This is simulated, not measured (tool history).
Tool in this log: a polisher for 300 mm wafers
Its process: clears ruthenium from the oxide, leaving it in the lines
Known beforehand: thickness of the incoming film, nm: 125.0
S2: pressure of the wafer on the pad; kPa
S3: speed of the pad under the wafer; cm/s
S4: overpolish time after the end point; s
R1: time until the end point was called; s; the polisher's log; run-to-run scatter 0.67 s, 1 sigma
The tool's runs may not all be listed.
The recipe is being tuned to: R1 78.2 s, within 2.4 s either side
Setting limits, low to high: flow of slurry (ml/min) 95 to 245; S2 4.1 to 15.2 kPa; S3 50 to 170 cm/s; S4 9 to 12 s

{"run": 1, "hour": 0.0, "flow of slurry (ml/min)": 155, "S2": 9.7, "S3": 110, "S4": 12, "R1": 138.23}
{"run": 2, "hour": 8.8, "flow of slurry (ml/min)": 180, "S2": 9.7, "S3": 110, "S4": 12, "R1": 134.56}
{"run": 3, "hour": 9.4, "flow of slurry (ml/min)": 180, "S2": 10.3, "S3": 110, "S4": 12, "R1": 126}
{"run": 4, "hour": 13.6, "flow of slurry (ml/min)": 200, "S2": 10.3, "S3": 110, "S4": 12, "R1": 125.28}
{"run": 5, "hour": 17.4, "flow of slurry (ml/min)": 200, "S2": 10.3, "S3": 124, "S4": 12, "R1": 111.48}
{"run": 6, "hour": 20.3, "flow of slurry (ml/min)": 200, "S2": 10.3, "S3": 110, "S4": 12, "R1": 124.07}
{"run": 7, "hour": 21.0, "flow of slurry (ml/min)": 200, "S2": 11, "S3": 110, "S4": 12, "R1": 117.62}
{"run": 8, "hour": 22.0, "flow of slurry (ml/min)": 200, "S2": 11.7, "S3": 110, "S4": 12, "R1": 111.49}
{"run": 9, "hour": 22.6, "flow of slurry (ml/min)": 215, "S2": 14.5, "S3": 112, "S4": 12, "R1": 87.745}
{"run": 10, "hour": 29.1, "flow of slurry (ml/min)": 215, "S2": 15.2, "S3": 116, "S4": 12, "R1": 81.012}

Which of these 5 next moves meets every target?
{"run": "A", "hour": 35.6, "flow of slurry (ml/min)": 225, "S2": 15.2, "S3": 114, "S4": 12, "R1": "?"}
{"run": "B", "hour": 35.6, "flow of slurry (ml/min)": 210, "S2": 14.5, "S3": 112, "S4": 11, "R1": "?"}
{"run": "C", "hour": 35.6, "flow of slurry (ml/min)": 200, "S2": 15.2, "S3": 120, "S4": 9, "R1": "?"}
{"run": "D", "hour": 35.6, "flow of slurry (ml/min)": 200, "S2": 14.5, "S3": 118, "S4": 12, "R1": "?"}
{"run": "E", "hour": 35.6, "flow of slurry (ml/min)": 215, "S2": 15.2, "S3": 110, "S4": 12, "R1": "?"}

move=A R1=81.876
move=B R1=87.918
move=C R1=79.103
move=D R1=84.128
move=E R1=85.249
A: misses by more than the last run did
B: misses by more than the last run did
C: hits every target within its allowed miss
D: misses by more than the last run did
E: misses by more than the last run did
C meets every target.

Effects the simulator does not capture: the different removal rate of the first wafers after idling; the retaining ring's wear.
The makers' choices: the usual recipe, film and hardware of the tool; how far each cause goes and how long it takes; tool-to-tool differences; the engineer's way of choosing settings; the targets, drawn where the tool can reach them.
